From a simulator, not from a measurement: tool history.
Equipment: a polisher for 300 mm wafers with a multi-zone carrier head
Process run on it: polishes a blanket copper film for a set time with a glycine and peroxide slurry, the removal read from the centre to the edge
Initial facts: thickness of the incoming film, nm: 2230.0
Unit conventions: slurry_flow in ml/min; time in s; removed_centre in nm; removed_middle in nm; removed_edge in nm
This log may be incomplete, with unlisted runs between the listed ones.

run	day	slurry_flow	centre_zone	middle_zone	edge_zone	time	removed_centre	removed_middle	removed_edge
1	0.000	140	1.00	1.00	1.00	87	388.39	387.49	388.30
2	0.188	125	1.00	1.00	1.00	87	391.25	374.01	385.88
3	0.438	125	1.00	1.00	0.95	87	389.97	377.38	380.94
4	0.592	125	1.00	1.00	0.95	80	349.74	347.22	340.49
5	0.692	125	1.00	1.00	0.88	80	343.66	344.16	324.60
6	0.721	135	1.03	1.04	0.94	85	392.66	386.88	380.37
7	0.854	150	1.07	1.08	0.93	87	422.71	418.06	380.55
8	1.004	155	1.09	1.10	0.98	90	444.10	438.52	408.28
9	1.354	165	1.11	1.12	1.01	93	478.04	464.06	429.95
10	1.462	170	1.12	1.13	1.04	95	481.10	484.64	442.18
11	1.804	175	1.13	1.13	1.05	97	507.36	496.26	461.27
12	1.904	180	1.14	1.13	1.06	98	524.00	506.88	470.25

Run 13 comes next. What will it give?
13	2.217	185	1.14	1.13	1.07	99	?	?	?

removed_centre: 536.02 nm
removed_middle: 509.76 nm
removed_edge: 473.60 nm

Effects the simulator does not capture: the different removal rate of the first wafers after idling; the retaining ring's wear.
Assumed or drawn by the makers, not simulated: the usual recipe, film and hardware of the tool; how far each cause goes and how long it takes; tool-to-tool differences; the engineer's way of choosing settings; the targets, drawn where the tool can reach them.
